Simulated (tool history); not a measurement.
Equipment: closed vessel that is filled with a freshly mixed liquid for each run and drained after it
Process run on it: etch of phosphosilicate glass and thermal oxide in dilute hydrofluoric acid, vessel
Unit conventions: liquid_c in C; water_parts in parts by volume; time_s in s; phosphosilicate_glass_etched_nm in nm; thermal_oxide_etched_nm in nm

run	hour	liquid_c	water_parts	time_s	phosphosilicate_glass_etched_nm	thermal_oxide_etched_nm
1	0.0	22.0	280	60	30.983	0.90268
2	6.0	23.5	280	60	32.858	0.94421
3	7.5	23.5	350	60	24.364	0.66945
4	8.1	23.5	350	75	30.562	0.89471
5	10.7	23.5	350	100	40.876	1.21240
6	14.6	26.5	350	100	45.376	1.23620
7	23.0	24.0	390	100	35.913	0.99100

Run 8 is up next; what results do you expect?
8	23.7	22.0	415	100	?	?

{"run 8": {"phosphosilicate_glass_etched_nm": 30.938, "thermal_oxide_etched_nm": 0.81472}}
